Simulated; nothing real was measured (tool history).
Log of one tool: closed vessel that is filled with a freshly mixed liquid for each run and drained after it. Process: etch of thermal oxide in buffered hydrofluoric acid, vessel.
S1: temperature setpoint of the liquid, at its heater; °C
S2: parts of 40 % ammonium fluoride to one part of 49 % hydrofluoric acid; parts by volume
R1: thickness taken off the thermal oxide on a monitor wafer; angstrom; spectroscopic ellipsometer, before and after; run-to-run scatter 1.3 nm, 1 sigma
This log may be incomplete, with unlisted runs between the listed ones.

{"run": 1, "hour": 0.0, "S1": 21.0, "S2": 13.0, "time in the liquid (s)": 95, "R1": 696.57}
{"run": 2, "hour": 7.7, "S1": 22.0, "S2": 12.5, "time in the liquid (s)": 95, "R1": 755.39}
{"run": 3, "hour": 13.2, "S1": 23.0, "S2": 12.0, "time in the liquid (s)": 95, "R1": 838.96}
{"run": 4, "hour": 14.2, "S1": 23.0, "S2": 10.0, "time in the liquid (s)": 95, "R1": 1004.6}
{"run": 5, "hour": 21.1, "S1": 21.0, "S2": 10.0, "time in the liquid (s)": 95, "R1": 898.02}
{"run": 6, "hour": 21.8, "S1": 21.0, "S2": 7.0, "time in the liquid (s)": 95, "R1": 1266.8}
{"run": 7, "hour": 28.2, "S1": 21.5, "S2": 7.0, "time in the liquid (s)": 95, "R1": 1294.2}
{"run": 8, "hour": 37.1, "S1": 22.0, "S2": 7.0, "time in the liquid (s)": 95, "R1": 1337.8}
{"run": 9, "hour": 39.6, "S1": 22.5, "S2": 7.0, "time in the liquid (s)": 95, "R1": 1368.0}
{"run": 10, "hour": 42.6, "S1": 23.0, "S2": 7.0, "time in the liquid (s)": 95, "R1": 1410.3}
{"run": 11, "hour": 48.6, "S1": 23.5, "S2": 7.0, "time in the liquid (s)": 95, "R1": 1435.4}

Predict the results of run 12:
{"run": 12, "hour": 57.0, "S1": 24.0, "S2": 7.0, "time in the liquid (s)": 95, "R1": "?"}

For run 12 the tool returned R1 1474.40 angstrom.
